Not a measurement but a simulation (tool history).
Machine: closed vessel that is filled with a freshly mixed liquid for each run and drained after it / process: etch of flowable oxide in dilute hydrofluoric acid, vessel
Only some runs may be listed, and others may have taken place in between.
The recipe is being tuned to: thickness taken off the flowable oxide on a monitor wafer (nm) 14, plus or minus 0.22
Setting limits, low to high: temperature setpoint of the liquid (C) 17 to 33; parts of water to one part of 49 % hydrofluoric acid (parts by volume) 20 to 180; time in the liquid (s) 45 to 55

run  hour  temperature setpoint of the liquid (C)  parts of water to one part of 49 % hydrofluoric acid (parts by volume)  time in the liquid (s)  thickness taken off the flowable oxide on a monitor wafer (nm)
  1     0                                      25                                                                     100                      55                                                          19.602
  2   5.3                                      24                                                                     100                      55                                                           18.99
  3  12.6                                      23                                                                     100                      55                                                          18.185
  4  16.4                                    22.5                                                                     100                      55                                                          17.942
  5  25.6                                    22.5                                                                     100                      55                                                          17.908
  6    32                                      22                                                                     100                      55                                                            17.5
  7  39.3                                    21.5                                                                     100                      55                                                          17.185
  8  40.6                                    21.5                                                                     100                      55                                                          17.095
  9  48.1                                      21                                                                     100                      55                                                          16.724
 10  51.5                                    20.5                                                                     100                      55                                                          16.453
 11  58.1                                      20                                                                     100                      55                                                          16.211
 12  65.2                                      20                                                                     100                      55                                                          16.181
 13  71.8                                    19.5                                                                     100                      55                                                            15.8
 14    74                                      19                                                                     100                      55                                                          15.595
 15    82                                      18                                                                     100                      55                                                          14.769
 16  86.2                                    17.5                                                                     100                      55                                                           14.54
 17  87.2                                      17                                                                     100                      55                                                          14.246
 18  95.2                                      17                                                                     100                      50                                                          12.956

Which single option among these 5 for the next run brings every result within its allowed miss of target? Just one does.
  A  103.2                                    18.5                                                                     105                      55                                                               ?
  B  103.2                                      17                                                                      85                      45                                                               ?
  C  103.2                                    17.5                                                                     100                      55                                                               ?
  D  103.2                                      20                                                                     100                      50                                                               ?
  E  103.2                                      19                                                                     105                      55                                                               ?

move  thickness taken off the flowable oxide on a monitor wafer (nm)
   A                                                          14.411
   B                                                           13.97
   C                                                           14.59
   D                                                          14.715
   E                                                          14.712
A: moves the result that the last run missed by most past its target, out the other side
B: all results in spec
C: moves the result that the last run missed by most past its target, out the other side
D: moves the result that the last run missed by most past its target, out the other side
E: moves the result that the last run missed by most past its target, out the other side
The move that meets every target is B.
